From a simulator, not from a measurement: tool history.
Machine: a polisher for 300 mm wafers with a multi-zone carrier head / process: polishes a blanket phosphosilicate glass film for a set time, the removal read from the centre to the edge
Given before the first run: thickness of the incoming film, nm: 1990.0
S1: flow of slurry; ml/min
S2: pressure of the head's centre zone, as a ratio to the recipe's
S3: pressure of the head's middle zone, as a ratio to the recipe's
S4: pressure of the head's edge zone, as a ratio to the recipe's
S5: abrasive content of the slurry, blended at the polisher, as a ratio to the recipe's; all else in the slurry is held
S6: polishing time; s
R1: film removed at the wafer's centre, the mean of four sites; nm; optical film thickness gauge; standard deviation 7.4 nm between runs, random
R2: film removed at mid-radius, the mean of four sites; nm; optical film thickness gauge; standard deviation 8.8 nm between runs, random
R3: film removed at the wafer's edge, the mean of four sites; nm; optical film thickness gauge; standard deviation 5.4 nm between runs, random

run 1 hour=0.0 | S1=270 S2=1.00 S3=1.00 S4=1.00 S5=1.00 S6=84 | R1=621.18 R2=612.92 R3=612.67
run 2 hour=2.5 | S1=270 S2=1.00 S3=1.04 S4=1.00 S5=1.00 S6=84 | R1=623.12 R2=638.47 R3=608.90
run 3 hour=5.4 | S1=240 S2=1.00 S3=1.04 S4=1.00 S5=1.00 S6=84 | R1=606.28 R2=617.72 R3=610.02
run 4 hour=13.2 | S1=255 S2=1.01 S3=1.06 S4=1.04 S5=1.10 S6=84 | R1=640.29 R2=663.78 R3=651.25
run 5 hour=18.2 | S1=275 S2=1.03 S3=1.08 S4=1.07 S5=1.15 S6=84 | R1=661.55 R2=693.49 R3=671.22
run 6 hour=23.7 | S1=275 S2=0.96 S3=1.08 S4=1.07 S5=1.15 S6=84 | R1=630.01 R2=683.29 R3=672.66
run 7 hour=29.4 | S1=285 S2=1.00 S3=1.09 S4=1.09 S5=1.20 S6=84 | R1=670.80 R2=718.36 R3=685.85

Run 8 is up next; what results do you expect?
run 8 hour=37.1 | S1=290 S2=1.01 S3=1.09 S4=1.11 S5=1.25 S6=84 | R1=? R2=? R3=?

{"run 8": {"R1": 703.55, "R2": 719.78, "R3": 707.27}}

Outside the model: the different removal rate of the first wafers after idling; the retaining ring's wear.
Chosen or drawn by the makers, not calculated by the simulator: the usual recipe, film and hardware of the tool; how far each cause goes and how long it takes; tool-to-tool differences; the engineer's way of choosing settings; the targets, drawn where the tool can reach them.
